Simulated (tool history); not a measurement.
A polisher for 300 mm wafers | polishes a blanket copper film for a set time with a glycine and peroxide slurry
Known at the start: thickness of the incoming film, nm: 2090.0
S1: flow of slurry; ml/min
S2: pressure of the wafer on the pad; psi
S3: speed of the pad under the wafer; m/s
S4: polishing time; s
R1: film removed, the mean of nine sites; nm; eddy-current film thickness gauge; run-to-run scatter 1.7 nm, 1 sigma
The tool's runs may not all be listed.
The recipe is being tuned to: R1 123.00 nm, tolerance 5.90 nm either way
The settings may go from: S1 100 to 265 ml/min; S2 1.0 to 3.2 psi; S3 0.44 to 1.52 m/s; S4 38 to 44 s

{"run": 1, "hour": 0.0, "S1": 170, "S2": 2.1, "S3": 0.98, "S4": 44, "R1": 197.59}
{"run": 2, "hour": 0.8, "S1": 170, "S2": 2.3, "S3": 0.98, "S4": 44, "R1": 214.62}
{"run": 3, "hour": 7.6, "S1": 170, "S2": 2.3, "S3": 1.12, "S4": 44, "R1": 229.97}
{"run": 4, "hour": 10.1, "S1": 170, "S2": 2.3, "S3": 1.28, "S4": 44, "R1": 265.61}
{"run": 5, "hour": 12.7, "S1": 170, "S2": 2.3, "S3": 1.1, "S4": 44, "R1": 231.14}
{"run": 6, "hour": 16.0, "S1": 155, "S2": 2.3, "S3": 1.1, "S4": 44, "R1": 229.17}
{"run": 7, "hour": 17.1, "S1": 155, "S2": 2.0, "S3": 1.04, "S4": 43, "R1": 191.85}
{"run": 8, "hour": 19.6, "S1": 155, "S2": 1.8, "S3": 1.02, "S4": 43, "R1": 176.12}
{"run": 9, "hour": 20.4, "S1": 155, "S2": 1.8, "S3": 1.02, "S4": 43, "R1": 174.77}
{"run": 10, "hour": 27.2, "S1": 155, "S2": 1.8, "S3": 1.02, "S4": 43, "R1": 175.04}
{"run": 11, "hour": 35.3, "S1": 155, "S2": 1.6, "S3": 1.0, "S4": 43, "R1": 155.88}
{"run": 12, "hour": 44.1, "S1": 155, "S2": 1.5, "S3": 1.0, "S4": 43, "R1": 152.06}
{"run": 13, "hour": 51.2, "S1": 155, "S2": 1.4, "S3": 1.0, "S4": 43, "R1": 144.54}
{"run": 14, "hour": 57.5, "S1": 150, "S2": 1.0, "S3": 0.98, "S4": 43, "R1": 109.9}

5 candidate next runs follow, results not yet known. Just one meets every target within its allowed miss. Identify it.
{"run": "A", "hour": 63.8, "S1": 155, "S2": 1.0, "S3": 1.02, "S4": 40, "R1": "?"}
{"run": "B", "hour": 63.8, "S1": 140, "S2": 1.1, "S3": 1.0, "S4": 44, "R1": "?"}
{"run": "C", "hour": 63.8, "S1": 155, "S2": 1.2, "S3": 0.84, "S4": 40, "R1": "?"}
{"run": "D", "hour": 63.8, "S1": 105, "S2": 1.0, "S3": 1.16, "S4": 38, "R1": "?"}
{"run": "E", "hour": 63.8, "S1": 140, "S2": 1.1, "S3": 0.9, "S4": 39, "R1": "?"}

move=A R1=106.56
move=B R1=121.39
move=C R1=105.77
move=D R1=104.17
move=E R1=100.61
A: its largest miss is bigger than the last run's
B: every result within its allowed miss
C: its largest miss is bigger than the last run's
D: its largest miss is bigger than the last run's
E: its largest miss is bigger than the last run's
Correct choice: B, which meets every target
